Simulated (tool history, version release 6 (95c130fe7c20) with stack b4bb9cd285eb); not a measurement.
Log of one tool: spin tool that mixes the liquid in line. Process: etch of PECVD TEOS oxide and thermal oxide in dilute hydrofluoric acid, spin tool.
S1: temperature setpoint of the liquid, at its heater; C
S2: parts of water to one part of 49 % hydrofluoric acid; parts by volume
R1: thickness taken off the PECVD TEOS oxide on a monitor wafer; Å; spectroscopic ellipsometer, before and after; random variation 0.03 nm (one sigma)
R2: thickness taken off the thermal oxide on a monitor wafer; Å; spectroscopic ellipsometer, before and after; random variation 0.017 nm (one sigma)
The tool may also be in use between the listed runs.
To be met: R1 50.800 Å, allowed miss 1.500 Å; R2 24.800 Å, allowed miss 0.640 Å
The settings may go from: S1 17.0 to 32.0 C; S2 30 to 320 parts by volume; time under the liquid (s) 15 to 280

run 1 hour=0.0 | S1=24.0 S2=175 time_under_the_liquid_(s)=145 | R1=86.721 R2=41.931
run 2 hour=4.8 | S1=22.0 S2=185 time_under_the_liquid_(s)=145 | R1=74.327 R2=36.530
run 3 hour=5.3 | S1=21.0 S2=195 time_under_the_liquid_(s)=145 | R1=67.960 R2=32.701
run 4 hour=7.7 | S1=21.0 S2=145 time_under_the_liquid_(s)=145 | R1=96.406 R2=46.673
run 5 hour=13.7 | S1=20.0 S2=165 time_under_the_liquid_(s)=145 | R1=79.711 R2=38.472
run 6 hour=15.8 | S1=19.0 S2=180 time_under_the_liquid_(s)=145 | R1=69.402 R2=33.773
-- hour=23.7 thermometer replaced
run 7 hour=23.7 | S1=19.0 S2=180 time_under_the_liquid_(s)=145 | R1=64.309 R2=31.220
run 8 hour=29.1 | S1=18.5 S2=185 time_under_the_liquid_(s)=145 | R1=61.231 R2=29.878
run 9 hour=35.0 | S1=18.0 S2=190 time_under_the_liquid_(s)=145 | R1=57.268 R2=28.115
run 10 hour=43.3 | S1=17.5 S2=195 time_under_the_liquid_(s)=145 | R1=54.985 R2=27.007
run 11 hour=51.3 | S1=17.5 S2=200 time_under_the_liquid_(s)=145 | R1=53.851 R2=25.889

Which of these 4 next moves meets every target?
run A hour=59.3 | S1=18.0 S2=205 time_under_the_liquid_(s)=155 | R1=? R2=?
run B hour=59.3 | S1=18.0 S2=225 time_under_the_liquid_(s)=155 | R1=? R2=?
run C hour=59.3 | S1=17.0 S2=175 time_under_the_liquid_(s)=135 | R1=? R2=?
run D hour=59.3 | S1=19.0 S2=175 time_under_the_liquid_(s)=120 | R1=? R2=?

move=A R1=56.286 R2=27.576
move=B R1=50.345 R2=24.665
move=C R1=56.753 R2=27.805
move=D R1=54.651 R2=26.775
A: further off than the last run
B: meets every target
C: further off than the last run
D: further off than the last run
The right move is B.
